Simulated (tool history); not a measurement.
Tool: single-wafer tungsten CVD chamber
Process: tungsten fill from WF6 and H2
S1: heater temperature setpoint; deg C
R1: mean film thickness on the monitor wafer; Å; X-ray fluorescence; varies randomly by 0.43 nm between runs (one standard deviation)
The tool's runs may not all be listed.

{"run": 1, "hour": 0.0, "S1": 395, "chamber pressure (mTorr)": 52200, "deposition time (s)": 39.6, "R1": 1121.8}
{"run": 2, "hour": 3.7, "S1": 392, "chamber pressure (mTorr)": 52000, "deposition time (s)": 39.6, "R1": 1063.3}
{"run": 3, "hour": 9.7, "S1": 392, "chamber pressure (mTorr)": 52000, "deposition time (s)": 41, "R1": 1095.4}
{"run": 4, "hour": 14.4, "S1": 390, "chamber pressure (mTorr)": 51900, "deposition time (s)": 41, "R1": 1066.8}
{"run": 5, "hour": 20.4, "S1": 399, "chamber pressure (mTorr)": 51900, "deposition time (s)": 41, "R1": 1257.9}
{"run": 6, "hour": 27.4, "S1": 395, "chamber pressure (mTorr)": 51600, "deposition time (s)": 41, "R1": 1156.2}
{"run": 7, "hour": 32.1, "S1": 392, "chamber pressure (mTorr)": 51400, "deposition time (s)": 41, "R1": 1090.3}

Estimate the outcome of run 8 from the log above:
{"run": 8, "hour": 37.8, "S1": 390, "chamber pressure (mTorr)": 51300, "deposition time (s)": 41, "R1": "?"}

Run 8 produced R1 1050.3 Å.
